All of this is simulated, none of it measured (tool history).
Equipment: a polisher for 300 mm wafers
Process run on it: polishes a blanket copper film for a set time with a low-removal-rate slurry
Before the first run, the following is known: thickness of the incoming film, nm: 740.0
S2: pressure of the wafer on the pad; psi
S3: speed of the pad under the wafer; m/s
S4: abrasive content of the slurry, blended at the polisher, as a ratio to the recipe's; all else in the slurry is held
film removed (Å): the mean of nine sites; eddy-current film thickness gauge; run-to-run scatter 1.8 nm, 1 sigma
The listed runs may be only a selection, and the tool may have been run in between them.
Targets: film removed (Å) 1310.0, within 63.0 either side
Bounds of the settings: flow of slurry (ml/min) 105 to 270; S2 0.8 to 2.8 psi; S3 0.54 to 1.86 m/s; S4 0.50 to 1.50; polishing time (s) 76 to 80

run 1 hour=0.0 | flow_of_slurry_(ml/min)=175 S2=1.8 S3=1.18 S4=1.00 polishing_time_(s)=76 | film_removed_(Å)=1708.5
run 2 hour=6.7 | flow_of_slurry_(ml/min)=175 S2=1.8 S3=1.38 S4=1.00 polishing_time_(s)=76 | film_removed_(Å)=1989.4
run 3 hour=12.6 | flow_of_slurry_(ml/min)=175 S2=1.7 S3=1.38 S4=1.00 polishing_time_(s)=76 | film_removed_(Å)=1891.9
run 4 hour=13.4 | flow_of_slurry_(ml/min)=175 S2=1.5 S3=1.38 S4=1.00 polishing_time_(s)=76 | film_removed_(Å)=1714.5
run 5 hour=18.2 | flow_of_slurry_(ml/min)=175 S2=1.5 S3=1.38 S4=1.00 polishing_time_(s)=76 | film_removed_(Å)=1745.8
run 6 hour=25.6 | flow_of_slurry_(ml/min)=175 S2=1.5 S3=1.38 S4=1.10 polishing_time_(s)=76 | film_removed_(Å)=1735.3
run 7 hour=34.0 | flow_of_slurry_(ml/min)=175 S2=1.4 S3=1.38 S4=1.10 polishing_time_(s)=76 | film_removed_(Å)=1665.7
run 8 hour=38.3 | flow_of_slurry_(ml/min)=175 S2=1.3 S3=1.38 S4=1.10 polishing_time_(s)=76 | film_removed_(Å)=1608.3
run 9 hour=43.1 | flow_of_slurry_(ml/min)=175 S2=1.3 S3=1.38 S4=1.10 polishing_time_(s)=76 | film_removed_(Å)=1548.2
run 10 hour=49.2 | flow_of_slurry_(ml/min)=175 S2=1.3 S3=1.38 S4=1.10 polishing_time_(s)=76 | film_removed_(Å)=1576.5
run 11 hour=52.2 | flow_of_slurry_(ml/min)=175 S2=1.2 S3=1.38 S4=1.10 polishing_time_(s)=76 | film_removed_(Å)=1477.6
run 12 hour=54.0 | flow_of_slurry_(ml/min)=175 S2=1.1 S3=1.38 S4=1.10 polishing_time_(s)=76 | film_removed_(Å)=1383.1

Which single option among these 4 for the next run brings every result within its allowed miss of target? Just one does.
run A hour=55.8 | flow_of_slurry_(ml/min)=185 S2=1.0 S3=1.38 S4=1.10 polishing_time_(s)=76 | film_removed_(Å)=?
run B hour=55.8 | flow_of_slurry_(ml/min)=165 S2=0.8 S3=1.46 S4=1.25 polishing_time_(s)=76 | film_removed_(Å)=?
run C hour=55.8 | flow_of_slurry_(ml/min)=130 S2=0.9 S3=1.40 S4=1.05 polishing_time_(s)=76 | film_removed_(Å)=?
run D hour=55.8 | flow_of_slurry_(ml/min)=190 S2=1.3 S3=1.22 S4=1.05 polishing_time_(s)=80 | film_removed_(Å)=?

move=A film_removed_(Å)=1320.8
move=B film_removed_(Å)=1198.1
move=C film_removed_(Å)=1155.3
move=D film_removed_(Å)=1498.5
A: all results in spec
B: the result that was furthest off in the last run now lies on the other side of its target
C: the result that was furthest off in the last run now lies on the other side of its target
D: moves away from the targets compared with the last run
Go with A: it meets all targets.
